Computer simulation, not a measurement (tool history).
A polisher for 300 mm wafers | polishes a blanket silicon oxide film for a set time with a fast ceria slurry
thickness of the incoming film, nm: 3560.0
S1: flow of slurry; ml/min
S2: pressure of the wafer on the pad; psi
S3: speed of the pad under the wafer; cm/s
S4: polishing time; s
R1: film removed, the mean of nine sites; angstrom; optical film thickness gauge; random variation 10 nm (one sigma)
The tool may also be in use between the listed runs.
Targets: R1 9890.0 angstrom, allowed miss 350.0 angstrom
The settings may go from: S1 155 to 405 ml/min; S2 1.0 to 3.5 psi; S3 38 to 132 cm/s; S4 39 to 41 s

Run 1, hour 0.0: S1 260 ml/min, S2 2.2 psi, S3 84 cm/s, S4 39 s. Result: R1 4896.5 angstrom.
Run 2, hour 5.7: S1 260 ml/min, S2 2.4 psi, S3 86 cm/s, S4 39 s. Result: R1 5421.3 angstrom.
Run 3, hour 14.2: S1 260 ml/min, S2 2.4 psi, S3 70 cm/s, S4 39 s. Result: R1 4400.5 angstrom.
Run 4, hour 17.9: S1 260 ml/min, S2 2.4 psi, S3 60 cm/s, S4 39 s. Result: R1 3811.4 angstrom.
Run 5, hour 26.3: S1 260 ml/min, S2 2.4 psi, S3 50 cm/s, S4 39 s. Result: R1 3173.9 angstrom.
Run 6, hour 33.7: S1 260 ml/min, S2 2.4 psi, S3 50 cm/s, S4 39 s. Result: R1 3181.3 angstrom.
Run 7, hour 37.7: S1 260 ml/min, S2 2.5 psi, S3 56 cm/s, S4 39 s. Result: R1 3759.2 angstrom.
Run 8, hour 44.9: S1 260 ml/min, S2 2.6 psi, S3 60 cm/s, S4 39 s. Result: R1 4062.3 angstrom.
Run 9, hour 53.4: S1 260 ml/min, S2 2.7 psi, S3 64 cm/s, S4 39 s. Result: R1 4538.6 angstrom.
Run 10, hour 57.4: S1 260 ml/min, S2 2.8 psi, S3 68 cm/s, S4 39 s. Result: R1 4913.6 angstrom.
Run 11, hour 63.0: S1 260 ml/min, S2 2.9 psi, S3 72 cm/s, S4 39 s. Result: R1 5452.0 angstrom.
Run 12, hour 69.8: S1 260 ml/min, S2 2.9 psi, S3 72 cm/s, S4 39 s. Result: R1 5499.4 angstrom.
Run 13, hour 73.4: S1 260 ml/min, S2 3.0 psi, S3 74 cm/s, S4 39 s. Result: R1 5723.5 angstrom.
Run 14, hour 74.9: S1 260 ml/min, S2 3.1 psi, S3 78 cm/s, S4 39 s. Result: R1 6236.0 angstrom.
Run 15, hour 75.7: S1 260 ml/min, S2 3.2 psi, S3 80 cm/s, S4 39 s. Result: R1 6528.7 angstrom.
Run 16, hour 78.8: S1 260 ml/min, S2 3.2 psi, S3 82 cm/s, S4 39 s. Result: R1 6908.0 angstrom.
Run 17, hour 82.1: S1 260 ml/min, S2 3.2 psi, S3 84 cm/s, S4 39 s. Result: R1 6901.2 angstrom.
Run 18, hour 88.1: S1 260 ml/min, S2 3.2 psi, S3 86 cm/s, S4 39 s. Result: R1 7242.2 angstrom.

4 next moves are on the table. One of them brings every result within its allowed miss. Which?
Run A, hour 94.1: S1 245 ml/min, S2 3.5 psi, S3 66 cm/s, S4 41 s. Result: R1 ?.
Run B, hour 94.1: S1 250 ml/min, S2 3.5 psi, S3 104 cm/s, S4 39 s. Result: R1 ?.
Run C, hour 94.1: S1 245 ml/min, S2 3.5 psi, S3 104 cm/s, S4 41 s. Result: R1 ?.
Run D, hour 94.1: S1 195 ml/min, S2 3.5 psi, S3 96 cm/s, S4 41 s. Result: R1 ?.

move      R1
   A  6200.3
   B  9187.2
   C  9634.9
   D  8632.6
A: further off than the last run
B: nearer than the last run, and not there yet
C: meets every target
D: nearer than the last run, and not there yet
Answer: C
